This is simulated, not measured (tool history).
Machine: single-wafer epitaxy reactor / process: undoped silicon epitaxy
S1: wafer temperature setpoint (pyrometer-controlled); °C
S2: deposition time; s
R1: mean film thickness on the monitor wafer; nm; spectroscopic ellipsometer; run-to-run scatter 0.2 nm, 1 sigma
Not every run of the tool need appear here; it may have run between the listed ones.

{"run": 1, "hour": 0.0, "S1": 655, "S2": 215, "R1": 43.425}
{"run": 2, "hour": 4.3, "S1": 652, "S2": 215, "R1": 40.163}
{"run": 3, "hour": 7.5, "S1": 652, "S2": 245, "R1": 46.067}
{"run": 4, "hour": 13.3, "S1": 642, "S2": 245, "R1": 35.92}
{"run": 5, "hour": 18.4, "S1": 642, "S2": 271, "R1": 39.906}
{"run": 6, "hour": 21.2, "S1": 642, "S2": 284, "R1": 41.657}
{"run": 7, "hour": 28.7, "S1": 640, "S2": 284, "R1": 39.709}

Run 8, settings as shown, results not yet in. Your forecast:
{"run": 8, "hour": 34.9, "S1": 638, "S2": 284, "R1": "?"}

{"run 8": {"R1": 37.566}}

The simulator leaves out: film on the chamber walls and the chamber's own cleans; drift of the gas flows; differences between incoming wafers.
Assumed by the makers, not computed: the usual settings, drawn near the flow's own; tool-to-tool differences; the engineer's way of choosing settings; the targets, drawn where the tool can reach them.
